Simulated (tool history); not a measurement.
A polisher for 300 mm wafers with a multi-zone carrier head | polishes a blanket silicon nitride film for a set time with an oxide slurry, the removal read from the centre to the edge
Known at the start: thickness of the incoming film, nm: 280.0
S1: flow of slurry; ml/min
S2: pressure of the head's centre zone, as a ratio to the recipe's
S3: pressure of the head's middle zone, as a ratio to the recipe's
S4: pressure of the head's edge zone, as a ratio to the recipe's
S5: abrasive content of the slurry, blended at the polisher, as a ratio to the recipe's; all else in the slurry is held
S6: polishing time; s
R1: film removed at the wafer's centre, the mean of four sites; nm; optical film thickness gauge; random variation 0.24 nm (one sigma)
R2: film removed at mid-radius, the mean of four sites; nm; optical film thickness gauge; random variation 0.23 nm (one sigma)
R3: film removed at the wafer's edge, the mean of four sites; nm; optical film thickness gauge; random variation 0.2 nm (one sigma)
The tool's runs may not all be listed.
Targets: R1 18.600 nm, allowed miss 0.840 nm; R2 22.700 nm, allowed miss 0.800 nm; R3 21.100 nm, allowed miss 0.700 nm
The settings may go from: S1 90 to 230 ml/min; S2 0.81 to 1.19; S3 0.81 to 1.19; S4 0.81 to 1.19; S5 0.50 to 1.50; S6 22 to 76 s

{"run": 1, "hour": 0.0, "S1": 150, "S2": 1.0, "S3": 1.0, "S4": 1.0, "S5": 1.0, "S6": 49, "R1": 23.227, "R2": 23.494, "R3": 24.406}
{"run": 2, "hour": 5.6, "S1": 150, "S2": 1.0, "S3": 1.0, "S4": 0.92, "S5": 1.0, "S6": 49, "R1": 22.78, "R2": 23.461, "R3": 23.501}
{"run": 3, "hour": 10.5, "S1": 145, "S2": 0.98, "S3": 1.01, "S4": 0.9, "S5": 1.0, "S6": 49, "R1": 23.328, "R2": 23.213, "R3": 23.379}
{"run": 4, "hour": 14.9, "S1": 155, "S2": 0.96, "S3": 1.03, "S4": 0.92, "S5": 0.9, "S6": 49, "R1": 21.256, "R2": 23.108, "R3": 22.454}
{"hour": 19.9, "done": "slurry nozzle cleaned"}
{"run": 5, "hour": 19.9, "S1": 155, "S2": 0.94, "S3": 1.04, "S4": 0.91, "S5": 0.9, "S6": 49, "R1": 22.149, "R2": 24.112, "R3": 23.139}
{"run": 6, "hour": 25.3, "S1": 155, "S2": 0.86, "S3": 1.04, "S4": 0.91, "S5": 0.9, "S6": 49, "R1": 20.793, "R2": 23.698, "R3": 23.272}
{"run": 7, "hour": 33.3, "S1": 150, "S2": 0.85, "S3": 1.05, "S4": 0.9, "S5": 0.85, "S6": 49, "R1": 19.447, "R2": 23.68, "R3": 22.056}
{"run": 8, "hour": 34.1, "S1": 130, "S2": 0.85, "S3": 1.03, "S4": 0.88, "S5": 0.85, "S6": 49, "R1": 18.735, "R2": 22.556, "R3": 21.906}
{"run": 9, "hour": 40.6, "S1": 130, "S2": 0.85, "S3": 1.03, "S4": 0.87, "S5": 0.85, "S6": 49, "R1": 18.962, "R2": 22.775, "R3": 21.716}

5 next moves are on the table. One of them brings every result within its allowed miss. Which?
{"run": "A", "hour": 47.1, "S1": 120, "S2": 0.86, "S3": 1.07, "S4": 0.86, "S5": 0.85, "S6": 48, "R1": "?", "R2": "?", "R3": "?"}
{"run": "B", "hour": 47.1, "S1": 105, "S2": 0.87, "S3": 1.0, "S4": 1.11, "S5": 0.75, "S6": 53, "R1": "?", "R2": "?", "R3": "?"}
{"run": "C", "hour": 47.1, "S1": 130, "S2": 0.84, "S3": 1.02, "S4": 0.91, "S5": 0.85, "S6": 51, "R1": "?", "R2": "?", "R3": "?"}
{"run": "D", "hour": 47.1, "S1": 135, "S2": 0.85, "S3": 0.98, "S4": 0.91, "S5": 0.75, "S6": 54, "R1": "?", "R2": "?", "R3": "?"}
{"run": "E", "hour": 47.1, "S1": 105, "S2": 0.82, "S3": 0.98, "S4": 0.89, "S5": 0.85, "S6": 53, "R1": "?", "R2": "?", "R3": "?"}

move=A R1=18.477 R2=22.984 R3=21.025
move=B R1=18.917 R2=22.019 R3=23.051
move=C R1=19.395 R2=23.698 R3=22.853
move=D R1=19.551 R2=22.812 R3=22.735
move=E R1=19.040 R2=23.143 R3=23.155
A: meets every target
B: further off than the last run
C: further off than the last run
D: further off than the last run
E: further off than the last run
Move A is the one to make.

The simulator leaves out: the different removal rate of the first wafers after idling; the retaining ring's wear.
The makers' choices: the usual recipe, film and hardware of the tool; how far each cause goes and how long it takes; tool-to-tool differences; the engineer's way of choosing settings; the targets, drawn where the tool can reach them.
